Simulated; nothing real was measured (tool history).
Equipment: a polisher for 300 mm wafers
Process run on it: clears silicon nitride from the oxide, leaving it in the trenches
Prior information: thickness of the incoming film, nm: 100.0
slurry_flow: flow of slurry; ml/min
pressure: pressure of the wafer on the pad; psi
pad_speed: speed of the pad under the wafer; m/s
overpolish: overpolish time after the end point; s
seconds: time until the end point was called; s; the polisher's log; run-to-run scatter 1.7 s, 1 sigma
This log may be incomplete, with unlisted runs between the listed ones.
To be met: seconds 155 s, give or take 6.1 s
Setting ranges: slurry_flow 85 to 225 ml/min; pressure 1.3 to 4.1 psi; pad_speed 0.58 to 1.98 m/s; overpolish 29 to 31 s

{"run": 1, "hour": 0.0, "slurry_flow": 145, "pressure": 2.7, "pad_speed": 1.28, "overpolish": 29, "seconds": 95.98}
{"run": 2, "hour": 4.2, "slurry_flow": 145, "pressure": 2.7, "pad_speed": 1.28, "overpolish": 29, "seconds": 94.085}
{"run": 3, "hour": 10.5, "slurry_flow": 170, "pressure": 2.7, "pad_speed": 1.28, "overpolish": 29, "seconds": 93.223}
{"run": 4, "hour": 14.9, "slurry_flow": 170, "pressure": 2.7, "pad_speed": 1.1, "overpolish": 29, "seconds": 104.79}
{"run": 5, "hour": 23.0, "slurry_flow": 170, "pressure": 2.3, "pad_speed": 1.1, "overpolish": 29, "seconds": 122.75}
{"run": 6, "hour": 25.0, "slurry_flow": 170, "pressure": 2.8, "pad_speed": 1.1, "overpolish": 29, "seconds": 101.81}
{"run": 7, "hour": 28.0, "slurry_flow": 170, "pressure": 2.6, "pad_speed": 1.1, "overpolish": 29, "seconds": 109.92}
{"run": 8, "hour": 35.8, "slurry_flow": 170, "pressure": 2.4, "pad_speed": 1.1, "overpolish": 29, "seconds": 118.87}
{"run": 9, "hour": 39.5, "slurry_flow": 170, "pressure": 2.3, "pad_speed": 1.1, "overpolish": 29, "seconds": 121.85}
{"run": 10, "hour": 40.3, "slurry_flow": 170, "pressure": 2.2, "pad_speed": 1.1, "overpolish": 29, "seconds": 128.46}
{"run": 11, "hour": 46.1, "slurry_flow": 170, "pressure": 2.1, "pad_speed": 1.1, "overpolish": 29, "seconds": 132.93}
{"run": 12, "hour": 49.0, "slurry_flow": 170, "pressure": 2, "pad_speed": 1.1, "overpolish": 29, "seconds": 137.43}
{"run": 13, "hour": 57.9, "slurry_flow": 170, "pressure": 1.9, "pad_speed": 1.1, "overpolish": 29, "seconds": 147.52}

5 next moves are on the table. One of them brings every result within its allowed miss. Which?
{"run": "A", "hour": 66.8, "slurry_flow": 185, "pressure": 1.5, "pad_speed": 1.36, "overpolish": 29, "seconds": "?"}
{"run": "B", "hour": 66.8, "slurry_flow": 155, "pressure": 2, "pad_speed": 1.18, "overpolish": 30, "seconds": "?"}
{"run": "C", "hour": 66.8, "slurry_flow": 210, "pressure": 2, "pad_speed": 0.82, "overpolish": 29, "seconds": "?"}
{"run": "D", "hour": 66.8, "slurry_flow": 180, "pressure": 2.1, "pad_speed": 1, "overpolish": 29, "seconds": "?"}
{"run": "E", "hour": 66.8, "slurry_flow": 155, "pressure": 1.9, "pad_speed": 1.22, "overpolish": 29, "seconds": "?"}

move=A seconds=153.51
move=B seconds=134.26
move=C seconds=169.94
move=D seconds=142.61
move=E seconds=137.33
A: every result within its allowed miss
B: the biggest miss grows against the last run
C: takes the result that was furthest off past its target
D: the biggest miss grows against the last run
E: the biggest miss grows against the last run
The move that meets every target is A.
